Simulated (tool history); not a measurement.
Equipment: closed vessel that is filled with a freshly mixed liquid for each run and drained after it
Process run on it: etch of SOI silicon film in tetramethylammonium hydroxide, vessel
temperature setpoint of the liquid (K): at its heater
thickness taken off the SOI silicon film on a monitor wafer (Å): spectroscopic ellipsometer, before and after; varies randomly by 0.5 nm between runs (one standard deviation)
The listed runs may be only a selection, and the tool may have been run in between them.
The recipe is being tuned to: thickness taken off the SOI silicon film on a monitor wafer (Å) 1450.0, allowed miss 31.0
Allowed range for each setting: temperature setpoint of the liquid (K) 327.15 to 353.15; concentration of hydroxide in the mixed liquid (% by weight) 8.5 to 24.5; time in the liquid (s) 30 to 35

run  hour  temperature setpoint of the liquid (K)  concentration of hydroxide in the mixed liquid (% by weight)  time in the liquid (s)  thickness taken off the SOI silicon film on a monitor wafer (Å)
  1   0.0                                  340.15                                                          16.5                      35                                                           1718.9
  2   7.4                                  344.15                                                          16.5                      35                                                           2174.4
  3  11.7                                  342.15                                                          16.5                      35                                                           1929.4
  4  13.9                                  340.65                                                          16.5                      35                                                           1771.4
  5  17.4                                  340.65                                                          14.0                      35                                                           1904.7
  6  24.8                                  340.65                                                          12.0                      35                                                           2034.6
  7  31.1                                  339.15                                                          12.0                      35                                                           1851.4
  8  39.6                                  338.15                                                          12.0                      35                                                           1743.8
  9  46.8                                  337.15                                                          12.0                      35                                                           1649.7
 10  49.0                                  337.15                                                          12.0                      35                                                           1653.1
 11  54.6                                  334.65                                                          12.0                      35                                                           1402.0

Below are 5 possible settings for the next run. Only one of them brings all results inside the allowed miss of their targets. Which is it?
  A  60.2                                  334.15                                                          13.5                      35                                                                ?
  B  60.2                                  338.15                                                          11.5                      30                                                                ?
  C  60.2                                  334.15                                                           8.5                      35                                                                ?
  D  60.2                                  333.65                                                          11.0                      35                                                                ?
  E  60.2                                  336.65                                                          15.0                      35                                                                ?

move  thickness taken off the SOI silicon film on a monitor wafer (Å)
   A                                                           1305.5
   B                                                           1531.1
   C                                                           1561.2
   D                                                           1378.4
   E                                                           1440.9
A: lands further from the targets than the last run did
B: pushes the last run's worst result past its target
C: pushes the last run's worst result past its target
D: lands further from the targets than the last run did
E: meets every target
Move E is the one to make.
